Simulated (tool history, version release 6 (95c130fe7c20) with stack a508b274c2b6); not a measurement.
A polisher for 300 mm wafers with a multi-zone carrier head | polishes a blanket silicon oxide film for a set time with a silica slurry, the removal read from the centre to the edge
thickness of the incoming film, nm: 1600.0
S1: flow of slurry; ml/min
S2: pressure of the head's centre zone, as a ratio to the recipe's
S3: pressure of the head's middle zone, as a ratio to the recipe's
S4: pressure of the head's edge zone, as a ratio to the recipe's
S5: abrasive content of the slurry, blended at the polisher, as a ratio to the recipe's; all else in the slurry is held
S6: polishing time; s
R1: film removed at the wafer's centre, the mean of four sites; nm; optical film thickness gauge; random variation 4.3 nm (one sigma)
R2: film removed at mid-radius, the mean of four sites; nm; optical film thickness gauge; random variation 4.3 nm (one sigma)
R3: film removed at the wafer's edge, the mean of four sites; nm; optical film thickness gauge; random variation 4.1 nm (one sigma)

run  hour   S1    S2    S3    S4    S5  S6      R1      R2      R3
  1   0.0  160  1.00  1.00  1.00  1.00  51  252.89  259.04  258.45
  2   4.1  160  1.00  0.96  1.04  1.10  51  262.91  253.01  278.81
  3   5.4  165  1.00  0.96  1.07  1.20  51  271.73  263.49  289.15
  4  13.8  165  1.08  0.96  1.07  1.20  51  297.28  269.48  296.38
  5  22.1  190  1.08  0.96  1.07  1.20  51  298.61  273.48  297.24
  6  29.5  190  1.06  0.94  1.09  1.25  52  298.26  278.88  312.87
  7  36.0  190  1.06  0.92  1.11  1.30  52  310.03  278.58  325.33

Forecast run 8:
  8  37.3  190  1.05  0.91  1.13  1.35  52   ?   ?   ?

R1: 310.43 nm
R2: 275.25 nm
R3: 328.81 nm
